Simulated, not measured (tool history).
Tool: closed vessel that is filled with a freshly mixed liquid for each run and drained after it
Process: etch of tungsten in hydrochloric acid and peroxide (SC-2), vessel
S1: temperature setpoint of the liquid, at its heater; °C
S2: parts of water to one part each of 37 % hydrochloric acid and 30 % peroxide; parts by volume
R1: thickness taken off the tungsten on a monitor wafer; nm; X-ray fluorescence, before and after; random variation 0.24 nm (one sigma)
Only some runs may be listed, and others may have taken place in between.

Run 1, hour 0: S1 63 °C, S2 8.5 parts by volume, time in the liquid (s) 30. Result: R1 26.808 nm.
Run 2, hour 4.2: S1 57 °C, S2 8.5 parts by volume, time in the liquid (s) 30. Result: R1 18.618 nm.
Run 3, hour 6.9: S1 53.5 °C, S2 8.5 parts by volume, time in the liquid (s) 30. Result: R1 14.534 nm.
Run 4, hour 11.2: S1 55 °C, S2 8.5 parts by volume, time in the liquid (s) 30. Result: R1 16.241 nm.
Run 5, hour 12.7: S1 56.5 °C, S2 8.5 parts by volume, time in the liquid (s) 30. Result: R1 18.206 nm.
Run 6, hour 20.7: S1 56.5 °C, S2 8.5 parts by volume, time in the liquid (s) 30. Result: R1 17.928 nm.

Predict the results of run 7:
At hour 22.8: chemicals flow meter replaced.
Run 7, hour 22.8: S1 57.5 °C, S2 8.5 parts by volume, time in the liquid (s) 30. Result: R1 ?.

R1: 17.603 nm

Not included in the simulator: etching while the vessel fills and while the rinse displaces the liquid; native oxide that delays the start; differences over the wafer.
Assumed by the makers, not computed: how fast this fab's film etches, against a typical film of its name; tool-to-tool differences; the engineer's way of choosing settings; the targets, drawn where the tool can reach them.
